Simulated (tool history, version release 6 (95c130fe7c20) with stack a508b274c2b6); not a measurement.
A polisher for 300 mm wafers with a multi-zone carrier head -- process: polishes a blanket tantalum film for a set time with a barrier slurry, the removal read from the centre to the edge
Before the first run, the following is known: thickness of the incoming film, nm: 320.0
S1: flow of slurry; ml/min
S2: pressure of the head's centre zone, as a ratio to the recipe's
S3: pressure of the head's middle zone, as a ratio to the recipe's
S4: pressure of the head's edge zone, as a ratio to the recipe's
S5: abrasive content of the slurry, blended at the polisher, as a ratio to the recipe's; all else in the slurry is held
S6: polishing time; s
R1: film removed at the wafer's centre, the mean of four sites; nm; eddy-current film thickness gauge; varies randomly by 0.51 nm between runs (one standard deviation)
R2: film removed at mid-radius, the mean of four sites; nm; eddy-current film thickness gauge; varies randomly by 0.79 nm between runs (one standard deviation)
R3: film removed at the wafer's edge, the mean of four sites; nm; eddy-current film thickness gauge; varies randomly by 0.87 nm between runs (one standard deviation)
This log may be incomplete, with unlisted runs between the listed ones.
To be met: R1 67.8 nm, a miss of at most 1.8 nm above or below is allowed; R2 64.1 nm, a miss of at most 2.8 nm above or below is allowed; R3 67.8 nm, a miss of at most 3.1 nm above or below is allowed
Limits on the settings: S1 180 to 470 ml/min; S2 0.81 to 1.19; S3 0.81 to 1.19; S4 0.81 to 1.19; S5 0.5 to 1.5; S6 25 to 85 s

{"run": 1, "hour": 0.0, "S1": 300, "S2": 1, "S3": 1, "S4": 1, "S5": 1, "S6": 55, "R1": 108.41, "R2": 107.88, "R3": 107.23}
{"run": 2, "hour": 6.0, "S1": 295, "S2": 0.98, "S3": 0.96, "S4": 0.96, "S5": 0.85, "S6": 51, "R1": 92.039, "R2": 87.216, "R3": 92.845}
{"run": 3, "hour": 8.1, "S1": 300, "S2": 0.97, "S3": 0.97, "S4": 0.92, "S5": 0.75, "S6": 48, "R1": 80.511, "R2": 79.468, "R3": 78.368}
{"run": 4, "hour": 15.5, "S1": 300, "S2": 0.97, "S3": 0.97, "S4": 0.92, "S5": 0.75, "S6": 53, "R1": 88.446, "R2": 87.571, "R3": 87.79}
{"run": 5, "hour": 23.3, "S1": 235, "S2": 0.97, "S3": 0.97, "S4": 0.92, "S5": 0.75, "S6": 53, "R1": 86.15, "R2": 86.479, "R3": 87.156}
{"run": 6, "hour": 31.0, "S1": 235, "S2": 1.02, "S3": 0.97, "S4": 0.92, "S5": 0.75, "S6": 53, "R1": 91.086, "R2": 84.697, "R3": 86.399}
{"run": 7, "hour": 39.7, "S1": 250, "S2": 0.99, "S3": 0.95, "S4": 0.9, "S5": 0.65, "S6": 51, "R1": 78.099, "R2": 73.92, "R3": 78.226}
{"run": 8, "hour": 46.8, "S1": 260, "S2": 0.98, "S3": 0.94, "S4": 0.88, "S5": 0.6, "S6": 51, "R1": 74.234, "R2": 68.874, "R3": 74.417}
{"run": 9, "hour": 54.5, "S1": 265, "S2": 0.97, "S3": 0.94, "S4": 0.86, "S5": 0.6, "S6": 51, "R1": 73.204, "R2": 69.674, "R3": 73.568}
{"run": 10, "hour": 63.0, "S1": 270, "S2": 0.97, "S3": 0.94, "S4": 0.85, "S5": 0.6, "S6": 51, "R1": 73.422, "R2": 71.95, "R3": 72.414}

Pick the move, out of 4, that brings all results within their allowed miss; only one does.
{"run": "A", "hour": 71.5, "S1": 230, "S2": 0.98, "S3": 0.94, "S4": 0.88, "S5": 0.5, "S6": 56, "R1": "?", "R2": "?", "R3": "?"}
{"run": "B", "hour": 71.5, "S1": 295, "S2": 1.19, "S3": 0.9, "S4": 0.81, "S5": 0.65, "S6": 44, "R1": "?", "R2": "?", "R3": "?"}
{"run": "C", "hour": 71.5, "S1": 340, "S2": 1.04, "S3": 0.93, "S4": 0.81, "S5": 0.65, "S6": 44, "R1": "?", "R2": "?", "R3": "?"}
{"run": "D", "hour": 71.5, "S1": 345, "S2": 1.12, "S3": 0.94, "S4": 0.81, "S5": 0.8, "S6": 38, "R1": "?", "R2": "?", "R3": "?"}

move=A R1=67.963 R2=64.429 R3=68.259
move=B R1=80.164 R2=62.288 R3=66.436
move=C R1=72.891 R2=64.965 R3=67.136
move=D R1=75.443 R2=63.816 R3=65.356
A: every result within its allowed miss
B: lands further from the targets than the last run did
C: closer than the last run, but not yet in spec
D: lands further from the targets than the last run did
Move A is the one to make.

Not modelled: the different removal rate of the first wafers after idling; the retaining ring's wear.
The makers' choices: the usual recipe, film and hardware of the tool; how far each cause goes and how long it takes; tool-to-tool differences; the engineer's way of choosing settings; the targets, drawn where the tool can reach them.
